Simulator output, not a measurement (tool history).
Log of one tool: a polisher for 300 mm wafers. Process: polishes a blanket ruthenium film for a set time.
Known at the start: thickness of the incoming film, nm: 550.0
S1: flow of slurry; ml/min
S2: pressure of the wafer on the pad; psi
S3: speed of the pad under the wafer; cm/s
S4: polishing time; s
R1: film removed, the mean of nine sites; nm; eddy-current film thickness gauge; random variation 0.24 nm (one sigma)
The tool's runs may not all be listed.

run 1 hour=0.0 | S1=275 S2=2.6 S3=108 S4=26 | R1=41.032
run 2 hour=5.0 | S1=240 S2=2.6 S3=108 S4=26 | R1=40.317
run 3 hour=10.0 | S1=240 S2=2.3 S3=104 S4=26 | R1=35.268
run 4 hour=17.8 | S1=240 S2=2.3 S3=104 S4=26 | R1=35.145
run 5 hour=23.2 | S1=240 S2=1.9 S3=104 S4=26 | R1=29.274
run 6 hour=30.4 | S1=185 S2=1.9 S3=104 S4=26 | R1=27.968
run 7 hour=31.0 | S1=185 S2=1.8 S3=102 S4=26 | R1=26.282
run 8 hour=33.8 | S1=185 S2=1.7 S3=100 S4=26 | R1=24.386

Forecast run 9:
run 9 hour=37.5 | S1=185 S2=1.6 S3=100 S4=26 | R1=?

{"run 9": {"R1": 22.98}}
